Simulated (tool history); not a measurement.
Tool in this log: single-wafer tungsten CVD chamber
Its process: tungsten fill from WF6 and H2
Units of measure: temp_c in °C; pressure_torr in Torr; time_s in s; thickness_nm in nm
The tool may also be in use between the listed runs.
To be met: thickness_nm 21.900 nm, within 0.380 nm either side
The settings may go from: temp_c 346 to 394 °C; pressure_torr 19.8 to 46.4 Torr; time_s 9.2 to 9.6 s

run    day  temp_c  pressure_torr  time_s  thickness_nm
  1  0.000     370           33.1     9.6        15.412
  2  0.254     374           33.2     9.6        16.886
  3  0.554     377           33.2     9.6        18.190
  4  0.596     377           35.8     9.6        18.863
  5  0.858     378           35.8     9.6        19.283
  6  1.225     379           35.8     9.6        19.713
  7  1.350     380           35.8     9.6        20.251
  8  1.492     381           35.8     9.6        20.779
  9  1.750     382           35.8     9.6        21.136

Below are 5 possible settings for the next run. Only one of them brings all results inside the allowed miss of their targets. Which is it?
  A  2.008     384           35.7     9.2             ?
  B  2.008     383           34.5     9.2             ?
  C  2.008     383           36.1     9.6             ?
  D  2.008     381           39.6     9.2             ?
  E  2.008     380           38.8     9.4             ?

move  thickness_nm
   A        21.240
   B        20.418
   C        21.790
   D        20.873
   E        20.642
A: gains on the last run, yet a result remains outside its allowed miss
B: lands further from the targets than the last run did
C: every result lands within tolerance
D: lands further from the targets than the last run did
E: lands further from the targets than the last run did
C meets every target.

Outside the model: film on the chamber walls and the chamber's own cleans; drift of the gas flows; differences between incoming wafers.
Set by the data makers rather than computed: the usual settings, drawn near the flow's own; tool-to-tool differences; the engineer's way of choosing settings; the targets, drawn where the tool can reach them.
